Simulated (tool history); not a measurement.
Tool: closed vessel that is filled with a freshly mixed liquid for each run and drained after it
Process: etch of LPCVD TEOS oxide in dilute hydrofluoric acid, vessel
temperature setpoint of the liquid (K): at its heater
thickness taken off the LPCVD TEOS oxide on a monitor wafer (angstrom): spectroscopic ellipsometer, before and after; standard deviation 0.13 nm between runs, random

| run | day | temperature setpoint of the liquid (K) | parts of water to one part of 49 % hydrofluoric acid (parts by volume) | time in the liquid (s) | thickness taken off the LPCVD TEOS oxide on a monitor wafer (angstrom) |
|---|---|---|---|---|---|
| 1 | 0.000 | 298.15 | 250 | 280 | 182.79 |
| 2 | 0.067 | 295.15 | 250 | 280 | 163.43 |
| 3 | 0.262 | 295.15 | 220 | 280 | 193.31 |
| 4 | 0.342 | 298.15 | 215 | 280 | 219.89 |
| 5 | 0.592 | 299.65 | 215 | 280 | 233.03 |
| 6 | 0.771 | 301.15 | 215 | 280 | 245.33 |

Forecast run 7:
| 7 | 1.008 | 302.65 | 215 | 280 | ? |

thickness taken off the LPCVD TEOS oxide on a monitor wafer (angstrom): 256.02
